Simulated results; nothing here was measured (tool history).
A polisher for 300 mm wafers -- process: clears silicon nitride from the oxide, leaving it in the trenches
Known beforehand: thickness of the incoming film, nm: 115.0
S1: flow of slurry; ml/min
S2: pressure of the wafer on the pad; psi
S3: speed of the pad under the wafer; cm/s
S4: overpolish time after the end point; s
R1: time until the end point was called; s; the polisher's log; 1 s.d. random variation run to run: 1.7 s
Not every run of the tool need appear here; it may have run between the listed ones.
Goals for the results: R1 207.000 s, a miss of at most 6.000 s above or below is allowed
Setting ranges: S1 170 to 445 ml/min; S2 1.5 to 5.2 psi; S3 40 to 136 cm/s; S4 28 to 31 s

| run | hour | S1 | S2 | S3 | S4 | R1 |
|---|---|---|---|---|---|---|
| 1 | 0.0 | 285 | 3.3 | 88 | 28 | 106.600 |
| 2 | 7.7 | 285 | 2.9 | 86 | 28 | 121.240 |
| 3 | 10.7 | 285 | 2.9 | 86 | 28 | 121.570 |
| 4 | 18.8 | 285 | 2.9 | 104 | 28 | 106.470 |
| 5 | 23.1 | 285 | 3.3 | 104 | 28 | 92.354 |
| 6 | 30.0 | 280 | 2.9 | 98 | 28 | 109.190 |
| 7 | 33.2 | 280 | 2.6 | 92 | 28 | 129.560 |
| 8 | 40.8 | 275 | 2.3 | 90 | 28 | 149.840 |
| 9 | 47.7 | 265 | 2.1 | 90 | 28 | 164.010 |
| 10 | 48.6 | 250 | 2.0 | 90 | 28 | 169.700 |
| 11 | 55.8 | 250 | 2.0 | 90 | 28 | 169.480 |
| 12 | 62.2 | 240 | 1.9 | 90 | 28 | 181.700 |
| 13 | 70.4 | 225 | 1.9 | 90 | 28 | 183.130 |
| 14 | 73.6 | 215 | 1.9 | 90 | 28 | 181.060 |
| 15 | 77.0 | 215 | 1.9 | 90 | 28 | 180.380 |
| 16 | 78.3 | 210 | 1.8 | 90 | 28 | 193.000 |
| 17 | 82.7 | 205 | 1.8 | 90 | 28 | 191.780 |
| 18 | 89.0 | 200 | 1.8 | 90 | 28 | 196.590 |
| 19 | 93.5 | 195 | 1.8 | 90 | 28 | 194.870 |
| 20 | 100.8 | 195 | 1.6 | 90 | 28 | 218.520 |
| 21 | 106.7 | 200 | 1.6 | 90 | 28 | 218.840 |
| 22 | 109.1 | 210 | 1.6 | 90 | 28 | 217.180 |
| 23 | 113.7 | 215 | 1.6 | 90 | 28 | 216.160 |
| 24 | 120.9 | 220 | 1.6 | 90 | 28 | 216.700 |
| 25 | 123.1 | 220 | 1.6 | 90 | 28 | 216.640 |

Next run, 4 choices. One meets every target within its allowed miss, the rest don't. Which?
| A | 125.3 | 245 | 1.8 | 68 | 28 | ? |
| B | 125.3 | 170 | 1.9 | 72 | 30 | ? |
| C | 125.3 | 225 | 1.7 | 86 | 29 | ? |
| D | 125.3 | 205 | 1.5 | 86 | 29 | ? |

| move | R1 |
|---|---|
| A | 226.760 |
| B | 219.410 |
| C | 205.940 |
| D | 234.770 |
A: lands further from the targets than the last run did
B: lands further from the targets than the last run did
C: each result inside its tolerance
D: lands further from the targets than the last run did
Go with C: it meets all targets.
